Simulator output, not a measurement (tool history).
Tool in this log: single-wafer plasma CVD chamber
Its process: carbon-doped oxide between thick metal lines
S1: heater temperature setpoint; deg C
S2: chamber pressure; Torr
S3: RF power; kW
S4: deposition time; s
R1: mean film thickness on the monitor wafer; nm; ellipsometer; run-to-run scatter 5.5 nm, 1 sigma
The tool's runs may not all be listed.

{"run": 1, "hour": 0.0, "S1": 350, "S2": 5.67, "S3": 0.66, "S4": 212, "R1": 1188.6}
{"run": 2, "hour": 6.3, "S1": 350, "S2": 5.67, "S3": 0.66, "S4": 212, "R1": 1190.2}
{"run": 3, "hour": 14.9, "S1": 341, "S2": 5.67, "S3": 0.66, "S4": 212, "R1": 1219.2}
{"run": 4, "hour": 21.0, "S1": 341, "S2": 5.67, "S3": 0.615, "S4": 212, "R1": 1167.7}
{"run": 5, "hour": 23.2, "S1": 342, "S2": 5.54, "S3": 0.595, "S4": 211, "R1": 1143.3}
{"run": 6, "hour": 26.0, "S1": 349, "S2": 5.54, "S3": 0.595, "S4": 211, "R1": 1113.7}
{"run": 7, "hour": 33.3, "S1": 350, "S2": 5.44, "S3": 0.58, "S4": 211, "R1": 1086.3}

Run 8 is up next; what results do you expect?
{"run": 8, "hour": 39.0, "S1": 351, "S2": 5.31, "S3": 0.57, "S4": 211, "R1": "?"}

{"run 8": {"R1": 1072.4}}
